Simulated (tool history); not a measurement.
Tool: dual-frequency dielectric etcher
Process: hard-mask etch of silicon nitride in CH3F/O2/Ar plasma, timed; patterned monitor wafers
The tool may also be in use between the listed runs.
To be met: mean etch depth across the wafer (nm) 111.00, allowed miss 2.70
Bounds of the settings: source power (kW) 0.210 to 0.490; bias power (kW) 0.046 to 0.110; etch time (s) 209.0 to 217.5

run,hour,source power (kW),bias power (kW),etch time (s),mean etch depth across the wafer (nm)
1,0.0,0.350,0.078,209.0,134.77
2,3.1,0.350,0.078,217.5,138.96
3,5.6,0.330,0.075,216.5,133.52
4,8.8,0.370,0.075,216.5,138.49
5,11.4,0.430,0.075,216.5,145.94
6,18.6,0.410,0.071,216.0,142.80
7,21.2,0.340,0.055,209.0,117.61
8,24.1,0.330,0.054,209.0,115.63

Which of these 4 next moves meets every target?
A,27.0,0.290,0.064,210.0,?
B,27.0,0.330,0.048,217.5,?
C,27.0,0.340,0.058,209.0,?
D,27.0,0.300,0.053,209.0,?

move,mean etch depth across the wafer (nm)
A,117.34
B,116.40
C,119.61
D,111.42
A: further off than the last run
B: further off than the last run
C: further off than the last run
D: meets every target
Answer: D
